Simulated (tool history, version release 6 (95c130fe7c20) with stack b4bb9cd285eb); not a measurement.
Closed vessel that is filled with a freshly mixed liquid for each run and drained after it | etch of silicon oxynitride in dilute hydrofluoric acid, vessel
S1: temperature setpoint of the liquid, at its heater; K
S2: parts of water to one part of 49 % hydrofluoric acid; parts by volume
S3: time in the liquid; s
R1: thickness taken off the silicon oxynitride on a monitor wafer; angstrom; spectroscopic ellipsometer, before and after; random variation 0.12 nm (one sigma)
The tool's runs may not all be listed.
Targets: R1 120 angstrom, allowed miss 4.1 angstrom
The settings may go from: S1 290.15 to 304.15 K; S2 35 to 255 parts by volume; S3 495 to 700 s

{"run": 1, "hour": 0.0, "S1": 296.15, "S2": 145, "S3": 700, "R1": 74.84}
{"run": 2, "hour": 3.5, "S1": 296.15, "S2": 145, "S3": 495, "R1": 53.221}
{"run": 3, "hour": 10.0, "S1": 298.15, "S2": 130, "S3": 495, "R1": 65.171}
{"run": 4, "hour": 17.6, "S1": 298.15, "S2": 130, "S3": 700, "R1": 90.909}
{"run": 5, "hour": 24.6, "S1": 298.15, "S2": 130, "S3": 700, "R1": 92.547}
{"run": 6, "hour": 27.0, "S1": 298.15, "S2": 130, "S3": 700, "R1": 94.371}
{"run": 7, "hour": 29.9, "S1": 299.15, "S2": 130, "S3": 700, "R1": 96.837}
{"run": 8, "hour": 32.8, "S1": 300.15, "S2": 130, "S3": 700, "R1": 103.73}
{"run": 9, "hour": 40.2, "S1": 300.65, "S2": 130, "S3": 700, "R1": 104.31}
{"run": 10, "hour": 43.9, "S1": 301.15, "S2": 130, "S3": 700, "R1": 104.45}
{"run": 11, "hour": 47.9, "S1": 301.65, "S2": 130, "S3": 700, "R1": 108.94}

5 next moves are on the table. One of them brings every result within its allowed miss. Which?
{"run": "A", "hour": 51.9, "S1": 302.65, "S2": 105, "S3": 620, "R1": "?"}
{"run": "B", "hour": 51.9, "S1": 299.65, "S2": 105, "S3": 625, "R1": "?"}
{"run": "C", "hour": 51.9, "S1": 302.65, "S2": 125, "S3": 700, "R1": "?"}
{"run": "D", "hour": 51.9, "S1": 299.65, "S2": 115, "S3": 655, "R1": "?"}
{"run": "E", "hour": 51.9, "S1": 304.15, "S2": 135, "S3": 675, "R1": "?"}

move=A R1=129.38
move=B R1=113.79
move=C R1=120.31
move=D R1=107.91
move=E R1=113.58
A: takes the result that was furthest off past its target
B: nearer than the last run, and not there yet
C: meets every target
D: further off than the last run
E: nearer than the last run, and not there yet
The right move is C.
